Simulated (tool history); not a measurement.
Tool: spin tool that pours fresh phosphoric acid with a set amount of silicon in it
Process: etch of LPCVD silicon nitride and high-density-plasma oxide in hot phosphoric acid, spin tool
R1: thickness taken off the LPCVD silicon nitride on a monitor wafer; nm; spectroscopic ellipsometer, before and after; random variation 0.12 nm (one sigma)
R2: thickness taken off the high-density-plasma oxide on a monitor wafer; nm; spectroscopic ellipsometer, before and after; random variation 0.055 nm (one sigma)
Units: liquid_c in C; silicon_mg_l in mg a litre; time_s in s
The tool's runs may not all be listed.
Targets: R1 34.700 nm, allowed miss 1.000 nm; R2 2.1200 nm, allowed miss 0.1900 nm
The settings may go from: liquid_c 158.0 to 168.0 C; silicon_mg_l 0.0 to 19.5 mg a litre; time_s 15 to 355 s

Run 1, hour 0.0: liquid_c 163.0 C, silicon_mg_l 8.5 mg a litre, time_s 180 s. Result: R1 18.976 nm, R2 1.0323 nm.
Run 2, hour 1.7: liquid_c 163.0 C, silicon_mg_l 8.5 mg a litre, time_s 220 s. Result: R1 23.089 nm, R2 1.2944 nm.
Run 3, hour 2.5: liquid_c 161.5 C, silicon_mg_l 8.5 mg a litre, time_s 220 s. Result: R1 21.939 nm, R2 1.1871 nm.
Run 4, hour 4.5: liquid_c 161.5 C, silicon_mg_l 4.0 mg a litre, time_s 220 s. Result: R1 21.984 nm, R2 1.2832 nm.
Run 5, hour 8.0: liquid_c 161.5 C, silicon_mg_l 4.0 mg a litre, time_s 290 s. Result: R1 29.063 nm, R2 1.6432 nm.
Run 6, hour 14.8: liquid_c 161.5 C, silicon_mg_l 0.5 mg a litre, time_s 290 s. Result: R1 28.948 nm, R2 1.9084 nm.
Run 7, hour 20.6: liquid_c 164.0 C, silicon_mg_l 6.0 mg a litre, time_s 305 s. Result: R1 33.127 nm, R2 2.0495 nm.
Run 8, hour 22.4: liquid_c 164.0 C, silicon_mg_l 6.5 mg a litre, time_s 305 s. Result: R1 33.089 nm, R2 2.1092 nm.
Run 9, hour 29.3: liquid_c 164.0 C, silicon_mg_l 7.0 mg a litre, time_s 305 s. Result: R1 32.902 nm, R2 2.0727 nm.
Run 10, hour 33.7: liquid_c 164.0 C, silicon_mg_l 7.5 mg a litre, time_s 310 s. Result: R1 33.441 nm, R2 2.1210 nm.

Which of these 5 next moves meets every target?
Run A, hour 38.1: liquid_c 164.5 C, silicon_mg_l 4.5 mg a litre, time_s 285 s. Result: R1 ?, R2 ?.
Run B, hour 38.1: liquid_c 160.5 C, silicon_mg_l 6.5 mg a litre, time_s 340 s. Result: R1 ?, R2 ?.
Run C, hour 38.1: liquid_c 164.0 C, silicon_mg_l 6.5 mg a litre, time_s 295 s. Result: R1 ?, R2 ?.
Run D, hour 38.1: liquid_c 165.0 C, silicon_mg_l 3.5 mg a litre, time_s 285 s. Result: R1 ?, R2 ?.
Run E, hour 38.1: liquid_c 165.0 C, silicon_mg_l 9.0 mg a litre, time_s 310 s. Result: R1 ?, R2 ?.

move      R1      R2
   A  31.698  2.0561
   B  33.112  1.7575
   C  32.274  1.9711
   D  32.223  2.1742
   E  35.050  2.1124
A: further off than the last run
B: further off than the last run
C: further off than the last run
D: further off than the last run
E: meets every target
Answer: E
